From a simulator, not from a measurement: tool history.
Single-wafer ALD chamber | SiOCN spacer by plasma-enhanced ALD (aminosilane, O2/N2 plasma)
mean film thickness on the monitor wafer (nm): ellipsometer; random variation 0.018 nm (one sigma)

| run | hour | heater temperature setpoint (K) | number of ALD cycles (cycles) | mean film thickness on the monitor wafer (nm) |
|---|---|---|---|---|
| 1 | 0 | 668.15 | 115 | 6.5694 |
| 2 | 2.8 | 668.15 | 129 | 7.3801 |
| 3 | 6.1 | 668.15 | 142 | 8.0612 |
| 4 | 14.1 | 668.15 | 152 | 8.662 |
| 5 | 15.4 | 670.15 | 144 | 8.2169 |
| 6 | 20 | 667.15 | 137 | 7.806 |
| 7 | 28.2 | 670.15 | 131 | 7.4631 |
| 8 | 33 | 667.15 | 126 | 7.2021 |
| 9 | 35.7 | 670.15 | 121 | 6.8647 |
| 10 | 42.5 | 672.15 | 117 | 6.6882 |
| 11 | 50.8 | 674.15 | 113 | 6.4419 |

The next listed run, before its measurement:
| 12 | 57.6 | 674.15 | 113 | ? |

Run 12 gave mean film thickness on the monitor wafer (nm) 6.3777.
